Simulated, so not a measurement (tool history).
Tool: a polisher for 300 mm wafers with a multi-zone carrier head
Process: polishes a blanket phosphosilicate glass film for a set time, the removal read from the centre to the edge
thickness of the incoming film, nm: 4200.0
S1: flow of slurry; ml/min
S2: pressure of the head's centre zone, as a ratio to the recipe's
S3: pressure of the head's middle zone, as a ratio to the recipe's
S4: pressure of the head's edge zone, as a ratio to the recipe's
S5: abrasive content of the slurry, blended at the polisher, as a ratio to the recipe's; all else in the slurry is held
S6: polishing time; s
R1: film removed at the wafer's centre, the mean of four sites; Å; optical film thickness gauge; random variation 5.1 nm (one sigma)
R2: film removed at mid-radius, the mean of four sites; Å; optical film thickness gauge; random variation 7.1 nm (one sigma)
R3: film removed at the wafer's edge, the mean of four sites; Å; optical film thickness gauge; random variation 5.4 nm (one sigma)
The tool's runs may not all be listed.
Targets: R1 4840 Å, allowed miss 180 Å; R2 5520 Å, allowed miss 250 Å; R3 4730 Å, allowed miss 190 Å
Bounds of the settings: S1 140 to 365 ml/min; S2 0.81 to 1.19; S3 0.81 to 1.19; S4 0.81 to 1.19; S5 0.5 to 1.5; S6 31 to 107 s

run,day,S1,S2,S3,S4,S5,S6,R1,R2,R3
1,0,235,1,1,1,1,69,4492.2,4499.1,4499.2
2,0.221,240,1,1.04,1,1,69,4523.1,4605.7,4554.5
3,0.267,240,1.05,1.04,1,1,69,4670.4,4638.1,4394.3
4,0.321,240,1.05,1.04,1.04,1,69,4798.7,4695,4572.8
5,0.358,240,1.05,1.04,1.04,1,79,5439.3,5412.6,5208.7
6,0.388,240,1.1,1.04,1.04,1,79,5594.3,5291,5255.1
7,0.758,235,1.07,1.06,1.02,1,79,5551.8,5419.3,5219.8
8,0.904,240,1.05,1.08,1,0.95,79,5338.6,5361.9,5010.7

Which of these 5 next moves meets every target?
A,1.05,305,0.91,1.19,1.05,0.75,78,?,?,?
B,1.05,275,1.08,1.09,0.94,0.85,75,?,?,?
C,1.05,230,1.02,1.19,1,0.95,74,?,?,?
D,1.05,240,0.95,1.01,1.06,1,80,?,?,?
E,1.05,240,0.97,1.19,0.93,0.95,71,?,?,?

move,R1,R2,R3
A,4461.8,5630.1,4885
B,5203.8,5129.3,4571.9
C,4877.8,5503.7,4702.8
D,5002.7,5274.5,5340
E,4476.9,5312.3,4377.7
A: takes the result that was furthest off past its target
B: nearer than the last run, and not there yet
C: meets every target
D: brings the result that was furthest off to its target, and leaves another outside
E: takes the result that was furthest off past its target
Move C is the one to make.

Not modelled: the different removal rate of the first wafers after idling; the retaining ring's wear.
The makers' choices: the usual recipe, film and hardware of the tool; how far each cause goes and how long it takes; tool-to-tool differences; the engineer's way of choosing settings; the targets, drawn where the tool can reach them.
